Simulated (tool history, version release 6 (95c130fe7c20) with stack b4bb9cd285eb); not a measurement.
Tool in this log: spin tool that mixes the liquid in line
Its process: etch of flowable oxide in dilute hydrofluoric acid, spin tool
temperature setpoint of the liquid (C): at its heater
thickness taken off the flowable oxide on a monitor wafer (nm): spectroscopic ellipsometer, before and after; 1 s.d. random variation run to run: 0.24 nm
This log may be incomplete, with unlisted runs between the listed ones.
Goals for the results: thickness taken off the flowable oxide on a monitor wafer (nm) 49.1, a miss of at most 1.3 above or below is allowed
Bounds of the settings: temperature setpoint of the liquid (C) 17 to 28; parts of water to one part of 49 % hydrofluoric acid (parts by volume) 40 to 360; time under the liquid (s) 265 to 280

run    day  temperature setpoint of the liquid (C)  parts of water to one part of 49 % hydrofluoric acid (parts by volume)  time under the liquid (s)  thickness taken off the flowable oxide on a monitor wafer (nm)
  1      0                                      20                                                                     200                        265                                                          23.189
  2  0.158                                      20                                                                     200                        280                                                          24.822
  3  0.362                                      20                                                                     230                        280                                                          20.719
  4   0.65                                      20                                                                     230                        265                                                          19.597
  5  0.775                                      22                                                                     200                        265                                                          25.073
  6  1.079                                    23.5                                                                     180                        265                                                          30.309
     1.358  -- hydrofluoric acid flow meter replaced
  7  1.358                                    24.5                                                                     165                        265                                                          39.924
  8  1.604                                      27                                                                     165                        265                                                          43.853
  9  1.688                                      28                                                                     150                        265                                                          50.808

Pick the move, out of 4, that brings all results within their allowed miss; only one does.
  A  1.771                                      28                                                                     155                        280                                                               ?
  B  1.771                                    26.5                                                                     155                        265                                                               ?
  C  1.771                                      28                                                                     170                        280                                                               ?
  D  1.771                                      27                                                                     150                        265                                                               ?

move  thickness taken off the flowable oxide on a monitor wafer (nm)
   A                                                          51.839
   B                                                          46.424
   C                                                          46.399
   D                                                          49.167
A: its largest miss is bigger than the last run's
B: the result that was furthest off in the last run now lies on the other side of its target
C: the result that was furthest off in the last run now lies on the other side of its target
D: every result within its allowed miss
Correct choice: D, which meets every target

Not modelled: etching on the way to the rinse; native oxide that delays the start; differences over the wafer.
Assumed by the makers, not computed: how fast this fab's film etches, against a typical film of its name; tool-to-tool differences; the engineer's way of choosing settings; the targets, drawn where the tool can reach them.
